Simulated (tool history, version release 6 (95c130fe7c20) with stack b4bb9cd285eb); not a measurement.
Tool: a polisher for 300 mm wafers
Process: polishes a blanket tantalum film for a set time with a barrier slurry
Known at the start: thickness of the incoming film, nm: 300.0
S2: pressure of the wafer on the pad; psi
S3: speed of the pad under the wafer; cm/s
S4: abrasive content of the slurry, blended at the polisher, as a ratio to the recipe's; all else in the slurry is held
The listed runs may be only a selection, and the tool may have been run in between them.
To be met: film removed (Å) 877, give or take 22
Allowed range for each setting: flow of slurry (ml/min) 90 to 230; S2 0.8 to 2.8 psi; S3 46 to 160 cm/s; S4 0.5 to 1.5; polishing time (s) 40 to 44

Run 1, day 0: flow of slurry (ml/min) 150, S2 1.8 psi, S3 102 cm/s, S4 1, polishing time (s) 44. Result: film removed (Å) 678.7.
Run 2, day 0.221: flow of slurry (ml/min) 115, S2 1.8 psi, S3 102 cm/s, S4 1, polishing time (s) 44. Result: film removed (Å) 659.65.
Run 3, day 0.35: flow of slurry (ml/min) 115, S2 1.8 psi, S3 102 cm/s, S4 1, polishing time (s) 40. Result: film removed (Å) 597.47.
Run 4, day 0.55: flow of slurry (ml/min) 125, S2 1.9 psi, S3 102 cm/s, S4 1, polishing time (s) 40. Result: film removed (Å) 637.74.
Run 5, day 0.792: flow of slurry (ml/min) 140, S2 1.9 psi, S3 102 cm/s, S4 1, polishing time (s) 40. Result: film removed (Å) 641.5.
Run 6, day 0.825: flow of slurry (ml/min) 150, S2 1.9 psi, S3 102 cm/s, S4 1, polishing time (s) 40. Result: film removed (Å) 645.28.
Run 7, day 1.029: flow of slurry (ml/min) 150, S2 2 psi, S3 102 cm/s, S4 1, polishing time (s) 40. Result: film removed (Å) 672.99.
Run 8, day 1.325: flow of slurry (ml/min) 150, S2 2.1 psi, S3 102 cm/s, S4 1, polishing time (s) 40. Result: film removed (Å) 690.78.
Run 9, day 1.358: flow of slurry (ml/min) 150, S2 2.2 psi, S3 102 cm/s, S4 1, polishing time (s) 40. Result: film removed (Å) 721.99.
Run 10, day 1.683: flow of slurry (ml/min) 150, S2 2.3 psi, S3 102 cm/s, S4 1, polishing time (s) 40. Result: film removed (Å) 737.69.
Run 11, day 1.979: flow of slurry (ml/min) 155, S2 2.4 psi, S3 102 cm/s, S4 1, polishing time (s) 40. Result: film removed (Å) 784.58.
Run 12, day 2.088: flow of slurry (ml/min) 160, S2 2.6 psi, S3 102 cm/s, S4 1, polishing time (s) 40. Result: film removed (Å) 828.63.

Pick the move, out of 5, that brings all results within their allowed miss; only one does.
Run A, day 2.196: flow of slurry (ml/min) 165, S2 2.6 psi, S3 100 cm/s, S4 1.05, polishing time (s) 40. Result: film removed (Å) ?.
Run B, day 2.196: flow of slurry (ml/min) 160, S2 2.6 psi, S3 100 cm/s, S4 1, polishing time (s) 43. Result: film removed (Å) ?.
Run C, day 2.196: flow of slurry (ml/min) 120, S2 2.7 psi, S3 100 cm/s, S4 1.1, polishing time (s) 44. Result: film removed (Å) ?.
Run D, day 2.196: flow of slurry (ml/min) 160, S2 2.6 psi, S3 106 cm/s, S4 0.9, polishing time (s) 40. Result: film removed (Å) ?.
Run E, day 2.196: flow of slurry (ml/min) 180, S2 2.8 psi, S3 94 cm/s, S4 1.1, polishing time (s) 44. Result: film removed (Å) ?.

move  film removed (Å)
   A            822.16
   B               866
   C            913.89
   D            818.07
   E             928.9
A: misses by more than the last run did
B: each result inside its tolerance
C: moves the result that the last run missed by most past its target, out the other side
D: misses by more than the last run did
E: moves the result that the last run missed by most past its target, out the other side
Correct choice: B, which meets every target
